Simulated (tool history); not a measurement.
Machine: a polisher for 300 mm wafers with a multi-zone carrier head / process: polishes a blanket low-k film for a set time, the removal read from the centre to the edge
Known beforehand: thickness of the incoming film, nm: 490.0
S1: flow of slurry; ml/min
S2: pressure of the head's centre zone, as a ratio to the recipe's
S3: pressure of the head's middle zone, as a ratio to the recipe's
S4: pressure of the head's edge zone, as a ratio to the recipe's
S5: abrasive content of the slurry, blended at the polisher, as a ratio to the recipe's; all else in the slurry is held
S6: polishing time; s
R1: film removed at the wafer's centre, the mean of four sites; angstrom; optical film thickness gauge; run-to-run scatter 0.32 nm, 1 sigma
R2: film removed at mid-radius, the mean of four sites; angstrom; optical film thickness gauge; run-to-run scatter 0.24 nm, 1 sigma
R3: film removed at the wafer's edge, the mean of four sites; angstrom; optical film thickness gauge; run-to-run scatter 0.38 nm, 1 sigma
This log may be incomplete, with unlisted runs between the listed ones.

Run 1, hour 0: S1 155 ml/min, S2 1, S3 1, S4 1, S5 1, S6 84 s. Result: R1 272.87 angstrom, R2 278.26 angstrom, R3 283.67 angstrom.
Run 2, hour 4.9: S1 145 ml/min, S2 0.97, S3 0.97, S4 1.01, S5 1, S6 84 s. Result: R1 250.47 angstrom, R2 265.98 angstrom, R3 284.65 angstrom.
Run 3, hour 12.7: S1 145 ml/min, S2 0.97, S3 0.97, S4 1.01, S5 1, S6 68 s. Result: R1 212.18 angstrom, R2 214.59 angstrom, R3 227.62 angstrom.
Run 4, hour 15.2: S1 120 ml/min, S2 0.97, S3 0.97, S4 1.01, S5 1, S6 68 s. Result: R1 195.87 angstrom, R2 203.27 angstrom, R3 222.34 angstrom.
Run 5, hour 23.1: S1 120 ml/min, S2 0.97, S3 0.91, S4 1.01, S5 1, S6 68 s. Result: R1 194.09 angstrom, R2 194.92 angstrom, R3 225.46 angstrom.
Run 6, hour 28.5: S1 135 ml/min, S2 0.95, S3 0.92, S4 1.04, S5 1.05, S6 68 s. Result: R1 202.55 angstrom, R2 206.95 angstrom, R3 235.78 angstrom.

What will run 7 give?
Run 7, hour 33.7: S1 140 ml/min, S2 0.94, S3 0.92, S4 1.07, S5 1.1, S6 68 s. Result: R1 ?, R2 ?, R3 ?.

R1: 200.5 angstrom
R2: 208.78 angstrom
R3: 239.12 angstrom
